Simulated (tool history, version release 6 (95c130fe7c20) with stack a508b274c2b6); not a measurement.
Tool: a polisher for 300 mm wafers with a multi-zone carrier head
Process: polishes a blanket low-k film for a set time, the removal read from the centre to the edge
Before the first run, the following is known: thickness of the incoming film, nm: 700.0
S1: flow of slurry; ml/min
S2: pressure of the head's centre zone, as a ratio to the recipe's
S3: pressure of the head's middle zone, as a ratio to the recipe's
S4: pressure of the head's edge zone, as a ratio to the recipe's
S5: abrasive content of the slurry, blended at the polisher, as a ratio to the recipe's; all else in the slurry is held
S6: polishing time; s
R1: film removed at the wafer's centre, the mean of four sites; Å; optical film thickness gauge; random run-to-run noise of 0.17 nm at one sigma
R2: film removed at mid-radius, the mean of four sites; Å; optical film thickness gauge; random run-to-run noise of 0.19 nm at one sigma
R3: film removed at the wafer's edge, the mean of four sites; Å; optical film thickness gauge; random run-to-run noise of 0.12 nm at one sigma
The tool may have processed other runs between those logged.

run 1 hour=0.0 | S1=245 S2=1.00 S3=1.00 S4=1.00 S5=1.00 S6=57 | R1=224.15 R2=217.30 R3=225.14
run 2 hour=0.7 | S1=245 S2=1.03 S3=0.99 S4=0.97 S5=0.90 S6=53 | R1=202.87 R2=194.43 R3=195.28
run 3 hour=2.1 | S1=245 S2=1.03 S3=0.99 S4=0.93 S5=0.90 S6=53 | R1=198.33 R2=192.85 R3=194.77
run 4 hour=5.1 | S1=245 S2=1.07 S3=0.97 S4=0.93 S5=0.80 S6=50 | R1=190.85 R2=166.62 R3=171.13
run 5 hour=12.7 | S1=245 S2=1.07 S3=0.91 S4=0.93 S5=0.80 S6=50 | R1=190.41 R2=163.89 R3=168.22
run 6 hour=18.0 | S1=245 S2=1.07 S3=0.99 S4=0.93 S5=0.80 S6=50 | R1=188.59 R2=173.31 R3=172.13
run 7 hour=24.4 | S1=235 S2=1.08 S3=0.89 S4=0.83 S5=0.55 S6=45 | R1=136.36 R2=115.89 R3=120.47
run 8 hour=25.6 | S1=250 S2=1.09 S3=0.90 S4=0.84 S5=0.55 S6=45 | R1=141.37 R2=115.98 R3=118.54

Forecast run 9:
run 9 hour=32.0 | S1=250 S2=1.10 S3=0.91 S4=0.86 S5=0.55 S6=45 | R1=? R2=? R3=?

Run 9 produced R1 139.78 Å, R2 118.17 Å, R3 120.45 Å.
